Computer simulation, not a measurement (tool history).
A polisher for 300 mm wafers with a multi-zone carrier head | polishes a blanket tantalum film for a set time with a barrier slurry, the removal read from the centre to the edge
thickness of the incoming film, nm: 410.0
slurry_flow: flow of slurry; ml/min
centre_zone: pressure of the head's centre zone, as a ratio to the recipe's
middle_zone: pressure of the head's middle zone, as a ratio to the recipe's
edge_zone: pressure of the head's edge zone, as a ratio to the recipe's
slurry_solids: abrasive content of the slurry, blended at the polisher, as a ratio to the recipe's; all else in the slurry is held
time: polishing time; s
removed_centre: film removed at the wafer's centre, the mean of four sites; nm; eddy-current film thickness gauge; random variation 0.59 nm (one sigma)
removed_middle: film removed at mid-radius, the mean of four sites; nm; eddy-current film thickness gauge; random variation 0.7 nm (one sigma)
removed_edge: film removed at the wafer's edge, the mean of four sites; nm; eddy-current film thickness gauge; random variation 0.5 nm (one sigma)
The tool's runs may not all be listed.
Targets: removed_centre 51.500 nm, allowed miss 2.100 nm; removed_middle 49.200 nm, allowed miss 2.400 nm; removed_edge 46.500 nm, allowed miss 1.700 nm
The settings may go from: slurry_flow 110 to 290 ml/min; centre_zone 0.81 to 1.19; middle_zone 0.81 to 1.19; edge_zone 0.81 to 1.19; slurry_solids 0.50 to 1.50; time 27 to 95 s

| run | day | slurry_flow | centre_zone | middle_zone | edge_zone | slurry_solids | time | removed_centre | removed_middle | removed_edge |
|---|---|---|---|---|---|---|---|---|---|---|
| 1 | 0.000 | 185 | 1.00 | 1.00 | 1.00 | 1.00 | 61 | 81.754 | 90.592 | 89.071 |
| 2 | 0.288 | 185 | 1.00 | 0.97 | 1.00 | 1.00 | 61 | 80.301 | 88.686 | 89.215 |
| 3 | 0.429 | 185 | 1.03 | 0.97 | 0.97 | 0.90 | 55 | 74.446 | 78.034 | 78.519 |
| 4 | 0.567 | 185 | 1.03 | 0.97 | 0.97 | 1.05 | 55 | 78.445 | 80.764 | 82.106 |
| 5 | 0.833 | 190 | 1.05 | 0.98 | 0.95 | 0.95 | 50 | 68.470 | 72.567 | 70.815 |
| 6 | 1.167 | 190 | 1.05 | 0.98 | 0.95 | 0.95 | 38 | 52.874 | 54.555 | 53.322 |
| 7 | 1.342 | 190 | 1.07 | 0.98 | 0.93 | 0.90 | 37 | 51.447 | 53.151 | 51.704 |
| 8 | 1.496 | 190 | 1.07 | 0.98 | 0.93 | 0.90 | 37 | 51.656 | 53.277 | 51.342 |
| 9 | 1.821 | 185 | 1.09 | 0.97 | 0.91 | 0.85 | 37 | 51.625 | 50.570 | 50.458 |
| 10 | 2.079 | 185 | 1.10 | 0.98 | 0.89 | 0.85 | 37 | 53.187 | 53.224 | 48.975 |
| 11 | 2.404 | 180 | 1.10 | 0.97 | 0.88 | 0.85 | 37 | 52.476 | 51.709 | 48.543 |

4 next moves are on the table. One of them brings every result within its allowed miss. Which?
| A | 2.729 | 195 | 1.19 | 0.99 | 0.81 | 0.65 | 39 | ? | ? | ? |
| B | 2.729 | 135 | 1.13 | 0.96 | 0.97 | 0.75 | 40 | ? | ? | ? |
| C | 2.729 | 180 | 1.06 | 1.08 | 0.87 | 1.05 | 35 | ? | ? | ? |
| D | 2.729 | 180 | 1.14 | 0.98 | 0.87 | 0.80 | 36 | ? | ? | ? |

| move | removed_centre | removed_middle | removed_edge |
|---|---|---|---|
| A | 56.791 | 51.009 | 46.301 |
| B | 53.608 | 49.858 | 51.191 |
| C | 50.677 | 55.186 | 48.052 |
| D | 52.404 | 48.827 | 46.245 |
A: brings the result that was furthest off to its target, and leaves another outside
B: further off than the last run
C: brings the result that was furthest off to its target, and leaves another outside
D: meets every target
Answer: D

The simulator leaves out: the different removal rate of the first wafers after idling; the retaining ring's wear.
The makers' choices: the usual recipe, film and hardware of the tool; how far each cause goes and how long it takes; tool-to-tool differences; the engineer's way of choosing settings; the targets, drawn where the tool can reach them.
